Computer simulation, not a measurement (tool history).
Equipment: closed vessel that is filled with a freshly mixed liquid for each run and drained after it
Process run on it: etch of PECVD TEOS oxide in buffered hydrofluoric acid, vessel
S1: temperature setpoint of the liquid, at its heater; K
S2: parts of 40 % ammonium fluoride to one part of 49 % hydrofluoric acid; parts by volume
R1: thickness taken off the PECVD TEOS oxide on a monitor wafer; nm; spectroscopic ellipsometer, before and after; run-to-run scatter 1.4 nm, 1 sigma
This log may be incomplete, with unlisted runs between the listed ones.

Run 1, hour 0: S1 295.15 K, S2 14 parts by volume, time in the liquid (s) 85. Result: R1 139.69 nm.
Run 2, hour 8.8: S1 298.15 K, S2 14 parts by volume, time in the liquid (s) 85. Result: R1 165.27 nm.
Run 3, hour 16.8: S1 298.15 K, S2 10.5 parts by volume, time in the liquid (s) 85. Result: R1 220.16 nm.
Run 4, hour 18: S1 298.65 K, S2 10 parts by volume, time in the liquid (s) 85. Result: R1 236.39 nm.
Run 5, hour 23: S1 298.65 K, S2 10 parts by volume, time in the liquid (s) 90. Result: R1 249.46 nm.
Run 6, hour 27.7: S1 298.65 K, S2 10 parts by volume, time in the liquid (s) 85. Result: R1 238.01 nm.
Run 7, hour 34.3: S1 299.15 K, S2 9.5 parts by volume, time in the liquid (s) 85. Result: R1 249.68 nm.
Run 8, hour 37.9: S1 299.15 K, S2 9.5 parts by volume, time in the liquid (s) 85. Result: R1 250.31 nm.
Run 9, hour 47.1: S1 299.65 K, S2 9 parts by volume, time in the liquid (s) 85. Result: R1 265.32 nm.
Run 10, hour 53.6: S1 300.15 K, S2 8.5 parts by volume, time in the liquid (s) 85. Result: R1 289.9 nm.
Run 11, hour 61.1: S1 300.65 K, S2 8.5 parts by volume, time in the liquid (s) 85. Result: R1 298.95 nm.
Run 12, hour 65.8: S1 303.15 K, S2 7 parts by volume, time in the liquid (s) 85. Result: R1 419.95 nm.

The next listed run, before its measurement:
Run 13, hour 69: S1 302.65 K, S2 7 parts by volume, time in the liquid (s) 85. Result: R1 ?.

R1: 408.42 nm

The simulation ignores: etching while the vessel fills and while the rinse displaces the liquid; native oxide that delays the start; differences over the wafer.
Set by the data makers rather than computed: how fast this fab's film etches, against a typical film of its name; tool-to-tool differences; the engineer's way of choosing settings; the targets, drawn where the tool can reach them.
